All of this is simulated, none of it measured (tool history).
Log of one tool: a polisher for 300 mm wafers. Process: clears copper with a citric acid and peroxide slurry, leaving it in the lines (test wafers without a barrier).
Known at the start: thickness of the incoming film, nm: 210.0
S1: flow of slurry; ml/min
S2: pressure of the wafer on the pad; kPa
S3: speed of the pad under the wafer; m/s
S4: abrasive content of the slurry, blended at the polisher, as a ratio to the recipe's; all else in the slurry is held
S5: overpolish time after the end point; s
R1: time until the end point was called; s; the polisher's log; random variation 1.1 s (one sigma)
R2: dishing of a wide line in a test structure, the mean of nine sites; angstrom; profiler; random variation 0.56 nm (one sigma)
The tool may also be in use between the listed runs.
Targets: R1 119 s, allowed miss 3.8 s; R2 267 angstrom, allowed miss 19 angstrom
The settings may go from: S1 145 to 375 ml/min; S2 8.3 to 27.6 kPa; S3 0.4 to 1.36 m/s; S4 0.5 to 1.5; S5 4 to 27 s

Run 1, day 0: S1 240 ml/min, S2 17.9 kPa, S3 0.88 m/s, S4 1, S5 14 s. Result: R1 155.47 s, R2 149.42 angstrom.
Run 2, day 0.304: S1 240 ml/min, S2 18.6 kPa, S3 0.88 m/s, S4 1, S5 15 s. Result: R1 149.91 s, R2 165.31 angstrom.
Run 3, day 0.442: S1 240 ml/min, S2 19.3 kPa, S3 0.88 m/s, S4 1, S5 16 s. Result: R1 140.54 s, R2 183.75 angstrom.
Run 4, day 0.508: S1 240 ml/min, S2 20 kPa, S3 0.88 m/s, S4 1, S5 17 s. Result: R1 136.19 s, R2 197.8 angstrom.
Run 5, day 0.846: S1 240 ml/min, S2 20.7 kPa, S3 0.88 m/s, S4 1, S5 18 s. Result: R1 133.54 s, R2 214.51 angstrom.
Run 6, day 0.979: S1 240 ml/min, S2 17.2 kPa, S3 0.88 m/s, S4 1, S5 18 s. Result: R1 158.37 s, R2 184 angstrom.
Run 7, day 1.212: S1 240 ml/min, S2 17.9 kPa, S3 0.88 m/s, S4 1, S5 18 s. Result: R1 155.09 s, R2 191.74 angstrom.
Run 8, day 1.438: S1 240 ml/min, S2 18.6 kPa, S3 0.88 m/s, S4 1, S5 18 s. Result: R1 149.67 s, R2 201.99 angstrom.
Run 9, day 1.671: S1 240 ml/min, S2 19.3 kPa, S3 0.88 m/s, S4 1, S5 18 s. Result: R1 143.09 s, R2 206.2 angstrom.
Run 10, day 1.917: S1 240 ml/min, S2 20 kPa, S3 0.88 m/s, S4 1, S5 18 s. Result: R1 137.54 s, R2 214.46 angstrom.

Which of these 4 next moves meets every target?
Run A, day 2.162: S1 195 ml/min, S2 20 kPa, S3 1.02 m/s, S4 1.05, S5 24 s. Result: R1 ?, R2 ?.
Run B, day 2.162: S1 220 ml/min, S2 20 kPa, S3 1.06 m/s, S4 0.95, S5 22 s. Result: R1 ?, R2 ?.
Run C, day 2.162: S1 255 ml/min, S2 22.1 kPa, S3 0.94 m/s, S4 0.9, S5 20 s. Result: R1 ?, R2 ?.
Run D, day 2.162: S1 245 ml/min, S2 22.1 kPa, S3 0.96 m/s, S4 1.05, S5 19 s. Result: R1 ?, R2 ?.

move      R1      R2
   A  119.86  328.18
   B  117.38  309.36
   C  120.11  279.08
   D   112.8     282
A: brings the result that was furthest off to its target, and leaves another outside
B: brings the result that was furthest off to its target, and leaves another outside
C: meets every target
D: takes the result that was furthest off past its target
Answer: C
